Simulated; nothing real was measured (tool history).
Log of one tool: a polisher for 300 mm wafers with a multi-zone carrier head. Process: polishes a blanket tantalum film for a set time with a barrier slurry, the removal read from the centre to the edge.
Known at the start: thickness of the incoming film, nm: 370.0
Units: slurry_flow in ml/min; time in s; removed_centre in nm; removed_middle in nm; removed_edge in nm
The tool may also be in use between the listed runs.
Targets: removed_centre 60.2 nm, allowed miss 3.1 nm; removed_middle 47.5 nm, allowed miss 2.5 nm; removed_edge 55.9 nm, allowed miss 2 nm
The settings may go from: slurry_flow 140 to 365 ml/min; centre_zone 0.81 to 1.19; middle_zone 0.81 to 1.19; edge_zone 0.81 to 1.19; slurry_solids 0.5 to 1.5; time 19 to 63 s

run,day,slurry_flow,centre_zone,middle_zone,edge_zone,slurry_solids,time,removed_centre,removed_middle,removed_edge
1,0,235,1,1,1,1,41,63.13,66.762,65.536
2,0.367,235,1,1,1,0.85,41,63.609,61.62,63.208
3,0.725,235,1,0.96,1,0.85,41,62.632,60.392,62.982
4,1.071,235,1,0.96,1,0.85,32,48.434,46.011,49.732
5,1.425,240,1.03,0.95,1.02,0.85,32,50.22,47.27,49.323
6,1.65,230,1.03,0.92,1.01,0.8,34,52.737,47.431,52.202
7,1.892,225,1.05,0.9,1.01,0.8,34,54.342,46.591,52.198
8,1.938,220,1.06,0.89,1.01,0.8,34,56.324,44.161,51.599
9,2.025,220,1.06,0.89,1.02,0.85,34,55.833,45.597,52.431
10,2.267,220,1.06,0.89,1.03,0.9,34,54.698,46.245,52.833
11,2.438,220,1.07,0.88,1.03,0.9,34,56.765,46.394,53.84
12,2.483,220,1.08,0.88,1.03,0.9,34,55.352,45.694,53.161
13,2.629,220,1.09,0.88,1.03,0.9,34,56.839,46.79,53.335
14,2.808,220,1.1,0.87,1.03,0.9,34,57.435,44.741,53.982

5 next moves are on the table. One of them brings every result within its allowed miss. Which?
A,2.988,280,0.97,0.81,1.19,1.3,30,?,?,?
B,2.988,235,1,0.93,1.07,1,33,?,?,?
C,2.988,165,1.17,0.82,1.11,0.65,36,?,?,?
D,2.988,245,1.14,0.87,1.12,1.05,33,?,?,?
E,2.988,250,1.05,0.81,1.19,1,32,?,?,?

move,removed_centre,removed_middle,removed_edge
A,49.665,42.236,56.555
B,52.614,48.662,55.174
C,58.961,42.109,54.549
D,60.866,46.642,57.237
E,53.861,42.313,56.812
A: further off than the last run
B: brings the result that was furthest off to its target, and leaves another outside
C: further off than the last run
D: meets every target
E: further off than the last run
Answer: D
